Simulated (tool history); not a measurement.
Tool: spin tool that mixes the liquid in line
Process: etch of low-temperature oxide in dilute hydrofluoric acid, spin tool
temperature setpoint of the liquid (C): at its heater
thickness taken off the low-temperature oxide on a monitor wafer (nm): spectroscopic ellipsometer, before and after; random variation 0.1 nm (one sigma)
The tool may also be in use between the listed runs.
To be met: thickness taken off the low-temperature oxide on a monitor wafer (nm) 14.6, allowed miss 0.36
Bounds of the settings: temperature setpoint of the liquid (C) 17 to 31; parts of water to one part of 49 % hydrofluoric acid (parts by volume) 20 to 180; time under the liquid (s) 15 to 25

run,day,temperature setpoint of the liquid (C),parts of water to one part of 49 % hydrofluoric acid (parts by volume),time under the liquid (s),thickness taken off the low-temperature oxide on a monitor wafer (nm)
1,0,23,100,25,6.4453
2,0.054,25,100,25,7.0647
3,0.242,25,125,25,5.4482
4,0.442,25,110,25,6.3107
5,0.667,26.5,95,25,7.8514
6,0.942,26.5,80,25,9.4557
7,1.083,27.5,75,25,10.508
8,1.208,28.5,70,25,11.875
9,1.562,28.5,70,25,11.993
10,1.65,28.5,70,25,12.018
11,1.7,29,70,25,12.182
12,1.771,29.5,70,25,12.219
13,1.871,30,65,25,13.663
14,1.904,30.5,65,25,13.879

Which of these 5 next moves meets every target?
A,1.938,29.5,60,25,?
B,1.938,28.5,65,25,?
C,1.938,29.5,65,25,?
D,1.938,31,45,15,?
E,1.938,28,60,25,?

move,thickness taken off the low-temperature oxide on a monitor wafer (nm)
A,14.746
B,12.991
C,13.515
D,12.8
E,13.892
A: meets every target
B: further off than the last run
C: further off than the last run
D: further off than the last run
E: as far off as the last run
Move A is the one to make.
